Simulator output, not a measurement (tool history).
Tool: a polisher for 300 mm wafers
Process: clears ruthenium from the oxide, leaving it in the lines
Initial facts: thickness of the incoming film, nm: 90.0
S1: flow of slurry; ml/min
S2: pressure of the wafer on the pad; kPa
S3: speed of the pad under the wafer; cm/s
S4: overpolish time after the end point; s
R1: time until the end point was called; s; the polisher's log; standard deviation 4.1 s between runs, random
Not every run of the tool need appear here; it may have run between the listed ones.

{"run": 1, "hour": 0.0, "S1": 320, "S2": 9, "S3": 84, "S4": 23, "R1": 151.9}
{"run": 2, "hour": 8.6, "S1": 320, "S2": 9, "S3": 98, "S4": 23, "R1": 129.32}
{"run": 3, "hour": 9.4, "S1": 320, "S2": 9, "S3": 120, "S4": 23, "R1": 104.1}
{"run": 4, "hour": 11.1, "S1": 320, "S2": 8.3, "S3": 116, "S4": 23, "R1": 118.12}
{"run": 5, "hour": 15.7, "S1": 320, "S2": 10.3, "S3": 116, "S4": 23, "R1": 98.51}
{"run": 6, "hour": 17.8, "S1": 320, "S2": 9.7, "S3": 112, "S4": 23, "R1": 105.47}
{"run": 7, "hour": 25.0, "S1": 320, "S2": 9, "S3": 108, "S4": 23, "R1": 118.46}
{"run": 8, "hour": 28.6, "S1": 320, "S2": 8.3, "S3": 104, "S4": 23, "R1": 135.61}

Run 9, settings as shown, results not yet in. Your forecast:
{"run": 9, "hour": 36.7, "S1": 315, "S2": 5.5, "S3": 92, "S4": 23, "R1": "?"}

{"run 9": {"R1": 219.36}}
